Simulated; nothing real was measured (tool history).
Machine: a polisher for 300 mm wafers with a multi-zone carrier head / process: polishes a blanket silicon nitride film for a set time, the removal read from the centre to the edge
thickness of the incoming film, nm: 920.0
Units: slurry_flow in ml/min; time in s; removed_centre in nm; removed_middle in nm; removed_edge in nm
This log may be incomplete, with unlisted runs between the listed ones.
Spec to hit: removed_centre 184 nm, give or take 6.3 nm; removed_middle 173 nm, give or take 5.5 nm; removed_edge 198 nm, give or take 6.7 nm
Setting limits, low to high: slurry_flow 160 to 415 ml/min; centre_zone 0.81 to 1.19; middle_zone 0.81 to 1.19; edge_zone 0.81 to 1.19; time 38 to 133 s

| run | day | slurry_flow | centre_zone | middle_zone | edge_zone | time | removed_centre | removed_middle | removed_edge |
|---|---|---|---|---|---|---|---|---|---|
| 1 | 0 | 265 | 1 | 1 | 1 | 85 | 215.96 | 216.9 | 216.21 |
| 2 | 0.112 | 255 | 0.98 | 0.95 | 0.99 | 84 | 210.22 | 203.66 | 211.39 |
| 3 | 0.233 | 255 | 0.98 | 0.95 | 0.99 | 104 | 257.52 | 252.21 | 260.19 |
| 4 | 0.6 | 245 | 0.95 | 0.91 | 0.98 | 98 | 233.51 | 231.43 | 245.22 |
| 5 | 0.858 | 240 | 0.94 | 0.89 | 0.98 | 93 | 222.67 | 213.72 | 228.23 |
| 6 | 0.888 | 235 | 0.92 | 0.87 | 0.99 | 90 | 210.5 | 202.23 | 222.97 |
| 7 | 1.246 | 230 | 0.91 | 0.85 | 0.98 | 88 | 199.6 | 195.07 | 218.61 |
| 8 | 1.362 | 225 | 0.91 | 0.84 | 0.97 | 86 | 192.45 | 188.58 | 207.76 |
| 9 | 1.479 | 220 | 0.91 | 0.83 | 0.98 | 85 | 190.62 | 184.48 | 210.89 |
| 10 | 1.542 | 215 | 0.92 | 0.82 | 0.97 | 84 | 188.89 | 181.02 | 209.35 |
| 11 | 1.588 | 205 | 0.94 | 0.81 | 0.92 | 80 | 186.1 | 168.26 | 186.19 |

Exactly one of the 4 candidate moves below puts every result within its allowed miss. Which one?
| A | 1.633 | 205 | 0.91 | 0.81 | 1.1 | 82 | ? | ? | ? |
| B | 1.633 | 195 | 0.98 | 0.81 | 1.06 | 77 | ? | ? | ? |
| C | 1.633 | 190 | 0.94 | 0.84 | 1 | 81 | ? | ? | ? |
| D | 1.633 | 200 | 0.99 | 0.81 | 1.06 | 77 | ? | ? | ? |

| move | removed_centre | removed_middle | removed_edge |
|---|---|---|---|
| A | 182 | 170.18 | 215.9 |
| B | 182.94 | 158.8 | 198.13 |
| C | 183.92 | 171.6 | 202.01 |
| D | 185.45 | 159.28 | 198.58 |
A: the result that was furthest off in the last run now lies on the other side of its target
B: the furthest-off result lands on target, but another misses its tolerance
C: every result within its allowed miss
D: the furthest-off result lands on target, but another misses its tolerance
Answer: C

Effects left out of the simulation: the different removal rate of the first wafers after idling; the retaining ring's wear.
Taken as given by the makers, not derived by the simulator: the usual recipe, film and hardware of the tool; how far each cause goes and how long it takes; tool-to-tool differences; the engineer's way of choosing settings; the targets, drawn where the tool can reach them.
